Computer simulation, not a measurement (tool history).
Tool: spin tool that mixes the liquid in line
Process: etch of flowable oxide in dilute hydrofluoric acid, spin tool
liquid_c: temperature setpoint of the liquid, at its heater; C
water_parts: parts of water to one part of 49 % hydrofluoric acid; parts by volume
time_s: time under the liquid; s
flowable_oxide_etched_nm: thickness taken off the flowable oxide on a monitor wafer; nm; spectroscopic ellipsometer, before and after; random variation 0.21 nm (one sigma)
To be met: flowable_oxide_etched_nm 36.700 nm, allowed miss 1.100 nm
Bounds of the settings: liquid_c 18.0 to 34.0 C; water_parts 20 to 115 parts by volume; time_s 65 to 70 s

run,hour,liquid_c,water_parts,time_s,flowable_oxide_etched_nm
1,0.0,26.0,65,65,52.356
2,5.3,24.0,65,65,47.961
3,7.0,22.5,65,65,44.758
4,14.2,22.5,65,65,44.768
5,16.4,22.5,55,65,53.232
6,17.0,21.5,60,65,47.531
7,18.4,20.5,60,65,45.087
8,24.4,20.0,60,65,44.226
9,25.7,19.5,60,65,43.556
10,32.2,19.0,60,65,42.723
11,40.9,18.5,65,65,38.060

Which of these 5 next moves meets every target?
A,49.6,18.5,65,70,?
B,49.6,18.0,60,65,?
C,49.6,18.0,70,70,?
D,49.6,18.0,65,70,?
E,49.6,19.5,65,65,?

move,flowable_oxide_etched_nm
A,41.232
B,40.831
C,37.270
D,40.362
E,39.944
A: further off than the last run
B: further off than the last run
C: meets every target
D: further off than the last run
E: further off than the last run
The right move is C.
